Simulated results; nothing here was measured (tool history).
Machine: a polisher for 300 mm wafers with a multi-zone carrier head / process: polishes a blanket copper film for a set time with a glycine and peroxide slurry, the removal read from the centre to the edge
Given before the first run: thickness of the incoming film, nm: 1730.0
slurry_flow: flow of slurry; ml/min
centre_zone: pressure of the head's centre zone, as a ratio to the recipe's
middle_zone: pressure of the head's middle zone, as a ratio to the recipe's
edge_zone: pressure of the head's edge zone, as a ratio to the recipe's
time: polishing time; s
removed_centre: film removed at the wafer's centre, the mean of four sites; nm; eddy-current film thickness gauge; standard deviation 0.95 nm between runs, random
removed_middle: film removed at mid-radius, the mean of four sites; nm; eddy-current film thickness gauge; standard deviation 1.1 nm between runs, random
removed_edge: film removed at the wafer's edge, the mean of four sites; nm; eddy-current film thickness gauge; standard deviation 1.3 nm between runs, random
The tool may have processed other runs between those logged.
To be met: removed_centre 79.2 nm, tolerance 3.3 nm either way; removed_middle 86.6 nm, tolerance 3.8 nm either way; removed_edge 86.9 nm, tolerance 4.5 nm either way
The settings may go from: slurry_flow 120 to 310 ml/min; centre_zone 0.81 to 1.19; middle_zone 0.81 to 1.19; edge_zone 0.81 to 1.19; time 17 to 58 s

Run 1, day 0: slurry_flow 200 ml/min, centre_zone 1, middle_zone 1, edge_zone 1, time 37 s. Result: removed_centre 146.13 nm, removed_middle 150.34 nm, removed_edge 150.76 nm.
Run 2, day 0.238: slurry_flow 200 ml/min, centre_zone 1, middle_zone 1, edge_zone 1.08, time 37 s. Result: removed_centre 148.36 nm, removed_middle 146.85 nm, removed_edge 155.59 nm.
Run 3, day 0.521: slurry_flow 195 ml/min, centre_zone 0.98, middle_zone 0.99, edge_zone 1.04, time 31 s. Result: removed_centre 122.78 nm, removed_middle 123.02 nm, removed_edge 125.4 nm.
Run 4, day 0.779: slurry_flow 185 ml/min, centre_zone 0.93, middle_zone 0.97, edge_zone 1.02, time 28 s. Result: removed_centre 101.84 nm, removed_middle 107.73 nm, removed_edge 112.27 nm.
Run 5, day 1.033: slurry_flow 185 ml/min, centre_zone 0.92, middle_zone 0.96, edge_zone 0.99, time 26 s. Result: removed_centre 96.738 nm, removed_middle 98.289 nm, removed_edge 101.94 nm.
Run 6, day 1.271: slurry_flow 180 ml/min, centre_zone 0.89, middle_zone 0.95, edge_zone 0.95, time 25 s. Result: removed_centre 88.896 nm, removed_middle 93.604 nm, removed_edge 97.768 nm.
Run 7, day 1.454: slurry_flow 180 ml/min, centre_zone 0.89, middle_zone 0.95, edge_zone 0.95, time 25 s. Result: removed_centre 88.049 nm, removed_middle 95.443 nm, removed_edge 100.02 nm.
Run 8, day 1.629: slurry_flow 180 ml/min, centre_zone 0.89, middle_zone 0.96, edge_zone 0.94, time 24 s. Result: removed_centre 85.988 nm, removed_middle 91.63 nm, removed_edge 94.236 nm.
Run 9, day 1.683: slurry_flow 175 ml/min, centre_zone 0.88, middle_zone 0.96, edge_zone 0.92, time 24 s. Result: removed_centre 84.538 nm, removed_middle 90.948 nm, removed_edge 91.813 nm.
Run 10, day 1.833: slurry_flow 165 ml/min, centre_zone 0.87, middle_zone 0.96, edge_zone 0.91, time 24 s. Result: removed_centre 83.465 nm, removed_middle 91.136 nm, removed_edge 92.338 nm.
Run 11, day 2.029: slurry_flow 165 ml/min, centre_zone 0.87, middle_zone 0.96, edge_zone 0.89, time 24 s. Result: removed_centre 81.722 nm, removed_middle 90.662 nm, removed_edge 90.884 nm.

Which one of the following 5 next-run settings gets every result inside its allowed miss? There is exactly one.
Run A, day 2.225: slurry_flow 145 ml/min, centre_zone 0.81, middle_zone 0.97, edge_zone 0.92, time 23 s. Result: removed_centre ?, removed_middle ?, removed_edge ?.
Run B, day 2.225: slurry_flow 190 ml/min, centre_zone 1.02, middle_zone 1.19, edge_zone 0.81, time 21 s. Result: removed_centre ?, removed_middle ?, removed_edge ?.
Run C, day 2.225: slurry_flow 125 ml/min, centre_zone 0.89, middle_zone 0.96, edge_zone 0.9, time 24 s. Result: removed_centre ?, removed_middle ?, removed_edge ?.
Run D, day 2.225: slurry_flow 170 ml/min, centre_zone 0.87, middle_zone 1.06, edge_zone 0.91, time 23 s. Result: removed_centre ?, removed_middle ?, removed_edge ?.
Run E, day 2.225: slurry_flow 190 ml/min, centre_zone 0.85, middle_zone 1.01, edge_zone 0.84, time 24 s. Result: removed_centre ?, removed_middle ?, removed_edge ?.

move  removed_centre  removed_middle  removed_edge
   A          71.693          87.805        85.225
   B          83.908          98.372        75.343
   C          79.399          88.884        86.723
   D           78.32          96.485        86.044
   E          81.278           98.11        87.649
A: corrects the largest miss of the last run, while another result sits out of spec
B: lands further from the targets than the last run did
C: every result within its allowed miss
D: lands further from the targets than the last run did
E: lands further from the targets than the last run did
The right move is C.
